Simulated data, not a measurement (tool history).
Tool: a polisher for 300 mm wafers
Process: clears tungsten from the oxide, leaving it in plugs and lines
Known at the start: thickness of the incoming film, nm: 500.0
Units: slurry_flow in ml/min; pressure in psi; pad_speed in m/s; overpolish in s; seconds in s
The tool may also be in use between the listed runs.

{"run": 1, "hour": 0.0, "slurry_flow": 145, "pressure": 3.5, "pad_speed": 1.1, "slurry_solids": 1, "overpolish": 5, "seconds": 125.86}
{"run": 2, "hour": 0.7, "slurry_flow": 145, "pressure": 3.5, "pad_speed": 1.34, "slurry_solids": 1, "overpolish": 5, "seconds": 101.36}
{"run": 3, "hour": 4.5, "slurry_flow": 140, "pressure": 3.1, "pad_speed": 1.26, "slurry_solids": 1, "overpolish": 5, "seconds": 124.28}
{"run": 4, "hour": 6.5, "slurry_flow": 140, "pressure": 3.8, "pad_speed": 1.26, "slurry_solids": 1, "overpolish": 5, "seconds": 101.68}
{"run": 5, "hour": 7.8, "slurry_flow": 135, "pressure": 3.4, "pad_speed": 1.2, "slurry_solids": 1, "overpolish": 5, "seconds": 119.84}
{"run": 6, "hour": 13.0, "slurry_flow": 135, "pressure": 3.1, "pad_speed": 1.14, "slurry_solids": 1, "overpolish": 5, "seconds": 138.15}
{"run": 7, "hour": 19.9, "slurry_flow": 135, "pressure": 3.1, "pad_speed": 1.14, "slurry_solids": 1, "overpolish": 5, "seconds": 137.6}

The next listed run, before its measurement:
{"run": 8, "hour": 24.5, "slurry_flow": 130, "pressure": 2.8, "pad_speed": 1.1, "slurry_solids": 1, "overpolish": 5, "seconds": "?"}

{"run 8": {"seconds": 159.26}}
